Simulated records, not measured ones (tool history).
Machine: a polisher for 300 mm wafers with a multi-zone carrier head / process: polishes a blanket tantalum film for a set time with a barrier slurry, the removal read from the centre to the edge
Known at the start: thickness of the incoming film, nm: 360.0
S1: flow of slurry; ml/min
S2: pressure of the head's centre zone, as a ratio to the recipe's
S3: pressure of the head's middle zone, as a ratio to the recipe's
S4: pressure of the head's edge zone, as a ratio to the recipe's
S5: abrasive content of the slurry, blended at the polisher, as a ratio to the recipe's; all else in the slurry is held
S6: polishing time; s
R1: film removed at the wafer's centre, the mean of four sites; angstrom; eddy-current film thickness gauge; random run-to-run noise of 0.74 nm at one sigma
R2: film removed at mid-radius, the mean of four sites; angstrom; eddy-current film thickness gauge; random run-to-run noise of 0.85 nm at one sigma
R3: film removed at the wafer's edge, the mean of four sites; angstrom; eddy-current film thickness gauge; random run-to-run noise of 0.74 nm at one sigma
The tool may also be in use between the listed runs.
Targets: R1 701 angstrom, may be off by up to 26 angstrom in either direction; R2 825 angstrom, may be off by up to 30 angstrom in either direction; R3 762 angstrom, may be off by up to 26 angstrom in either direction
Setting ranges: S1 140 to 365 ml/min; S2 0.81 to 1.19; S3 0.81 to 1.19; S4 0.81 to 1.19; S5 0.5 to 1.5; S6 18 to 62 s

run 1 hour=0 | S1=235 S2=1 S3=1 S4=1 S5=1 S6=40 | R1=560.76 R2=577.36 R3=564.26
run 2 hour=0.7 | S1=235 S2=1.05 S3=1 S4=1 S5=1 S6=40 | R1=573.07 R2=576.66 R3=567.28
run 3 hour=7 | S1=235 S2=0.96 S3=1 S4=1 S5=1 S6=40 | R1=548.46 R2=566.17 R3=563.85
run 4 hour=8.4 | S1=235 S2=0.96 S3=1 S4=1 S5=1.2 S6=40 | R1=563.78 R2=597.28 R3=590.53
run 5 hour=9.9 | S1=240 S2=0.97 S3=1.01 S4=1.01 S5=1.25 S6=40 | R1=583.79 R2=610.65 R3=585.17
run 6 hour=13.5 | S1=235 S2=0.96 S3=1.02 S4=1.01 S5=1.25 S6=41 | R1=578.4 R2=627 R3=594.13
run 7 hour=22.2 | S1=235 S2=0.95 S3=1.02 S4=1.02 S5=1.3 S6=42 | R1=599.29 R2=643.52 R3=623.69
run 8 hour=30.4 | S1=235 S2=0.95 S3=1.03 S4=1.03 S5=1.3 S6=43 | R1=612.61 R2=660.76 R3=652.11
run 9 hour=32.9 | S1=240 S2=0.95 S3=1.05 S4=1.04 S5=1.3 S6=43 | R1=614.3 R2=684.24 R3=655.1
run 10 hour=41.6 | S1=245 S2=0.96 S3=1.06 S4=1.05 S5=1.3 S6=43 | R1=619.41 R2=686.16 R3=662.11
run 11 hour=50.4 | S1=250 S2=0.97 S3=1.07 S4=1.06 S5=1.3 S6=43 | R1=644.8 R2=689.11 R3=660.75
run 12 hour=51.4 | S1=250 S2=0.96 S3=1.08 S4=1.07 S5=1.3 S6=43 | R1=617.6 R2=706.34 R3=650.47
run 13 hour=55.4 | S1=250 S2=0.96 S3=1.08 S4=1.08 S5=1.3 S6=43 | R1=619.31 R2=706.89 R3=660.33
run 14 hour=58.2 | S1=250 S2=0.96 S3=1.08 S4=1.09 S5=1.3 S6=43 | R1=625.23 R2=701.1 R3=669.36
run 15 hour=59.5 | S1=250 S2=0.96 S3=1.09 S4=1.1 S5=1.3 S6=43 | R1=618.31 R2=700.14 R3=659.95
run 16 hour=61.9 | S1=255 S2=0.96 S3=1.09 S4=1.1 S5=1.3 S6=43 | R1=627.08 R2=711.23 R3=665.12
run 17 hour=68.8 | S1=260 S2=0.95 S3=1.11 S4=1.13 S5=1.4 S6=45 | R1=656.81 R2=760.64 R3=724.06
run 18 hour=73 | S1=265 S2=0.95 S3=1.12 S4=1.13 S5=1.4 S6=45 | R1=667.95 R2=780.79 R3=725.08

Exercise: of the 4 proposed moves below, exactly one satisfies all targets within the stated allowed misses. Which move is it?
run A hour=77.2 | S1=245 S2=0.86 S3=1.1 S4=1.07 S5=1.35 S6=49 | R1=? R2=? R3=?
run B hour=77.2 | S1=220 S2=0.83 S3=1.16 S4=1.14 S5=1.45 S6=48 | R1=? R2=? R3=?
run C hour=77.2 | S1=235 S2=0.92 S3=1.11 S4=1.18 S5=1.25 S6=45 | R1=? R2=? R3=?
run D hour=77.2 | S1=245 S2=0.92 S3=1.09 S4=1.06 S5=1.45 S6=49 | R1=? R2=? R3=?

move=A R1=661.7 R2=812.99 R3=757.71
move=B R1=630.21 R2=833.33 R3=760.41
move=C R1=625.39 R2=736.08 R3=705.28
move=D R1=706.31 R2=818.17 R3=766.4
A: the furthest-off result lands on target, but another misses its tolerance
B: the furthest-off result lands on target, but another misses its tolerance
C: its largest miss is bigger than the last run's
D: every result lands within tolerance
Go with D: it meets all targets.

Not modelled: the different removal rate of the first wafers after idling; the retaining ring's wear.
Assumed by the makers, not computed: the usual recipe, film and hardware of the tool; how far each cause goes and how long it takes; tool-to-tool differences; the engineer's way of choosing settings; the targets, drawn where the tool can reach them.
